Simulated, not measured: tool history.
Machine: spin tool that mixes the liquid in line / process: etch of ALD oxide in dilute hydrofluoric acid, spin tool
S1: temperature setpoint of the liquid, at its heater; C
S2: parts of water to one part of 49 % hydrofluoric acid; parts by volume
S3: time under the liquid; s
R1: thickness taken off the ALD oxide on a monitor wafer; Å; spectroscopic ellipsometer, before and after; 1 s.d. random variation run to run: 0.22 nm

Run 1, hour 0.0: S1 21.0 C, S2 50 parts by volume, S3 120 s. Result: R1 236.24 Å.
Run 2, hour 7.2: S1 21.0 C, S2 50 parts by volume, S3 120 s. Result: R1 235.60 Å.
Run 3, hour 8.6: S1 22.0 C, S2 50 parts by volume, S3 120 s. Result: R1 246.09 Å.
Run 4, hour 15.5: S1 22.0 C, S2 50 parts by volume, S3 120 s. Result: R1 247.29 Å.
Run 5, hour 24.3: S1 22.0 C, S2 35 parts by volume, S3 120 s. Result: R1 357.65 Å.
Run 6, hour 30.6: S1 21.5 C, S2 35 parts by volume, S3 120 s. Result: R1 350.23 Å.
Run 7, hour 38.8: S1 21.0 C, S2 35 parts by volume, S3 120 s. Result: R1 342.55 Å.
Run 8, hour 42.0: S1 20.5 C, S2 35 parts by volume, S3 120 s. Result: R1 337.51 Å.
Run 9, hour 44.0: S1 20.0 C, S2 35 parts by volume, S3 120 s. Result: R1 328.46 Å.
Run 10, hour 47.3: S1 20.0 C, S2 35 parts by volume, S3 120 s. Result: R1 326.89 Å.

Run 11 comes next. What will it give?
Run 11, hour 54.1: S1 19.0 C, S2 35 parts by volume, S3 120 s. Result: R1 ?.

{"run 11": {"R1": 314.59}}

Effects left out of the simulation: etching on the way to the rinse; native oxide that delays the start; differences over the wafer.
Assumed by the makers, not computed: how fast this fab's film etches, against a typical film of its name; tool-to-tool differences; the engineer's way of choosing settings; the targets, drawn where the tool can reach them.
